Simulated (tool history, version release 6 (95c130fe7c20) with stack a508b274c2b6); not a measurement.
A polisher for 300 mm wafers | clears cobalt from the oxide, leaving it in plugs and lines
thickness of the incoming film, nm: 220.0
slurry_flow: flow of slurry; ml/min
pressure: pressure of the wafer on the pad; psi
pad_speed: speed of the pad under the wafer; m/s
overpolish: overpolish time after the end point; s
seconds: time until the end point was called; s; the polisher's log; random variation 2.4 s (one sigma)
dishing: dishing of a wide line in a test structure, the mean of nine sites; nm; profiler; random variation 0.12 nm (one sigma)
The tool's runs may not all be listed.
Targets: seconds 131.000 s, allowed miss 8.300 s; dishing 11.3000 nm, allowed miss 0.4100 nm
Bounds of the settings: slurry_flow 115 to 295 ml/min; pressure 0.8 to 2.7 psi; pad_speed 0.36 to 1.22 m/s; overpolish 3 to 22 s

run 1 hour=0.0 | slurry_flow=190 pressure=1.7 pad_speed=0.78 overpolish=11 | seconds=67.646 dishing=27.8700
run 2 hour=2.1 | slurry_flow=190 pressure=1.6 pad_speed=0.70 overpolish=9 | seconds=79.450 dishing=21.2970
run 3 hour=11.0 | slurry_flow=175 pressure=1.6 pad_speed=0.70 overpolish=9 | seconds=84.113 dishing=20.6570
run 4 hour=13.8 | slurry_flow=210 pressure=1.6 pad_speed=0.70 overpolish=9 | seconds=77.157 dishing=21.5660
run 5 hour=21.7 | slurry_flow=220 pressure=1.4 pad_speed=0.66 overpolish=8 | seconds=94.197 dishing=17.0180
-- hour=22.4 slurry nozzle cleaned
run 6 hour=22.4 | slurry_flow=220 pressure=1.4 pad_speed=0.66 overpolish=12 | seconds=89.539 dishing=24.9720
run 7 hour=27.4 | slurry_flow=230 pressure=1.4 pad_speed=0.60 overpolish=10 | seconds=96.746 dishing=20.1860
run 8 hour=33.4 | slurry_flow=240 pressure=1.3 pad_speed=0.60 overpolish=9 | seconds=101.470 dishing=17.3250
run 9 hour=38.1 | slurry_flow=265 pressure=0.9 pad_speed=0.50 overpolish=6 | seconds=173.310 dishing=7.9504
run 10 hour=41.5 | slurry_flow=260 pressure=1.0 pad_speed=0.50 overpolish=6 | seconds=156.430 dishing=8.5625
run 11 hour=45.7 | slurry_flow=250 pressure=1.1 pad_speed=0.50 overpolish=6 | seconds=143.120 dishing=8.9789
run 12 hour=52.0 | slurry_flow=240 pressure=1.1 pad_speed=0.52 overpolish=6 | seconds=139.300 dishing=9.3429

Which of these 4 next moves meets every target?
run A hour=58.3 | slurry_flow=230 pressure=1.0 pad_speed=0.52 overpolish=8 | seconds=? dishing=?
run B hour=58.3 | slurry_flow=210 pressure=0.9 pad_speed=0.66 overpolish=7 | seconds=? dishing=?
run C hour=58.3 | slurry_flow=235 pressure=1.0 pad_speed=0.50 overpolish=9 | seconds=? dishing=?
run D hour=58.3 | slurry_flow=290 pressure=0.8 pad_speed=0.62 overpolish=9 | seconds=? dishing=?

move=A seconds=153.910 dishing=11.3420
move=B seconds=135.660 dishing=11.2590
move=C seconds=159.360 dishing=12.2260
move=D seconds=153.390 dishing=12.6490
A: brings the result that was furthest off to its target, and leaves another outside
B: meets every target
C: takes the result that was furthest off past its target
D: takes the result that was furthest off past its target
Answer: B
